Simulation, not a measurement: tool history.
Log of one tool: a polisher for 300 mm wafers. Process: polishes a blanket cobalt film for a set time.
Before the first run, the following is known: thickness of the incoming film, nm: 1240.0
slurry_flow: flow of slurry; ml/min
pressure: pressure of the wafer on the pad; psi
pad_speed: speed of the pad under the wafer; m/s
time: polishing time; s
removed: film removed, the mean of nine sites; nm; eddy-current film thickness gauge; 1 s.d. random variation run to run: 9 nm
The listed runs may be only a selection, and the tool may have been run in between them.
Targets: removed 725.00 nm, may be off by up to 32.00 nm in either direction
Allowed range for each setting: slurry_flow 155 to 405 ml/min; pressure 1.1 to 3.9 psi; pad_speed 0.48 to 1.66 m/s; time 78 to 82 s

| run | day | slurry_flow | pressure | pad_speed | time | removed |
|---|---|---|---|---|---|---|
| 1 | 0.000 | 260 | 2.5 | 1.06 | 78 | 460.39 |
| 2 | 0.300 | 260 | 2.5 | 1.06 | 78 | 450.29 |
| 3 | 0.375 | 260 | 3.1 | 1.06 | 78 | 560.13 |
| 4 | 0.579 | 325 | 3.1 | 1.06 | 78 | 577.03 |
| 5 | 0.617 | 325 | 3.1 | 1.20 | 78 | 644.37 |
| 6 | 0.929 | 360 | 3.1 | 1.20 | 78 | 650.33 |
| 7 | 1.217 | 360 | 3.2 | 1.20 | 78 | 650.80 |
| 8 | 1.458 | 360 | 3.3 | 1.20 | 78 | 690.65 |

Pick the move, out of 4, that brings all results within their allowed miss; only one does.
| A | 1.700 | 390 | 3.4 | 1.20 | 79 | ? |
| B | 1.700 | 405 | 3.3 | 1.04 | 82 | ? |
| C | 1.700 | 370 | 3.9 | 1.12 | 81 | ? |
| D | 1.700 | 370 | 3.4 | 1.10 | 78 | ? |

| move | removed |
|---|---|
| A | 711.68 |
| B | 625.75 |
| C | 777.95 |
| D | 643.59 |
A: each result inside its tolerance
B: misses by more than the last run did
C: moves the result that the last run missed by most past its target, out the other side
D: misses by more than the last run did
Move A is the one to make.
